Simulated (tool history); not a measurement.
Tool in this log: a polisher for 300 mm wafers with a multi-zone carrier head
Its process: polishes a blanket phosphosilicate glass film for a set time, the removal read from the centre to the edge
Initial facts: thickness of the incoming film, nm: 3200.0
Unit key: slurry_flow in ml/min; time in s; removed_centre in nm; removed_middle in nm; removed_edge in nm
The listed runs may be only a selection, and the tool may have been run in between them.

{"run": 1, "hour": 0.0, "slurry_flow": 155, "centre_zone": 1.0, "middle_zone": 1.0, "edge_zone": 1.0, "slurry_solids": 1.0, "time": 51, "removed_centre": 281.07, "removed_middle": 278.11, "removed_edge": 264.79}
{"run": 2, "hour": 3.6, "slurry_flow": 150, "centre_zone": 1.02, "middle_zone": 0.95, "edge_zone": 0.97, "slurry_solids": 0.85, "time": 50, "removed_centre": 256.58, "removed_middle": 233.8, "removed_edge": 229.46}
{"run": 3, "hour": 6.9, "slurry_flow": 150, "centre_zone": 1.09, "middle_zone": 0.95, "edge_zone": 0.97, "slurry_solids": 0.85, "time": 50, "removed_centre": 269.64, "removed_middle": 229.64, "removed_edge": 223.41}
{"run": 4, "hour": 14.6, "slurry_flow": 140, "centre_zone": 1.08, "middle_zone": 0.91, "edge_zone": 0.95, "slurry_solids": 0.8, "time": 50, "removed_centre": 252.49, "removed_middle": 216.16, "removed_edge": 216.47}
{"hour": 23.5, "done": "edge zone pressure recalibrated"}
{"run": 5, "hour": 23.5, "slurry_flow": 140, "centre_zone": 1.08, "middle_zone": 0.95, "edge_zone": 0.95, "slurry_solids": 0.8, "time": 50, "removed_centre": 246.47, "removed_middle": 220.91, "removed_edge": 226.48}
{"run": 6, "hour": 28.9, "slurry_flow": 140, "centre_zone": 1.08, "middle_zone": 0.89, "edge_zone": 0.95, "slurry_solids": 0.8, "time": 50, "removed_centre": 252.04, "removed_middle": 211.11, "removed_edge": 224.51}

Expected results for the next run?
{"run": 7, "hour": 36.4, "slurry_flow": 140, "centre_zone": 1.08, "middle_zone": 0.89, "edge_zone": 0.95, "slurry_solids": 0.8, "time": 50, "removed_centre": "?", "removed_middle": "?", "removed_edge": "?"}

Logged for run 7: removed_centre 254.42 nm, removed_middle 211.24 nm, removed_edge 226.76 nm.
